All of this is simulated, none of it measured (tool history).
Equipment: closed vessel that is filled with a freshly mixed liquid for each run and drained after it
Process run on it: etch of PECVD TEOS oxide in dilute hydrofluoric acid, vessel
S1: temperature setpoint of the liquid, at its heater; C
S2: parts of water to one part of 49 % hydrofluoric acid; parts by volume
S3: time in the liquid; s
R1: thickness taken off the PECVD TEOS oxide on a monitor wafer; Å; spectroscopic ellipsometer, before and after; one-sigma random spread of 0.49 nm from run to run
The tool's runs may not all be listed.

run    day    S1   S2   S3      R1
  1  0.000  26.0  100  165  435.21
  2  0.346  26.0  100  180  474.03
  3  0.629  26.0  135  180  336.43
  4  0.854  27.0  125  180  378.87
  5  1.029  27.0  110  180  441.17
  6  1.071  27.5  105  180  472.34
  7  1.125  27.5  105  180  476.08

Run 8, settings as shown, results not yet in. Your forecast:
  8  1.267  31.5  65  180   ?

R1: 947.76 Å
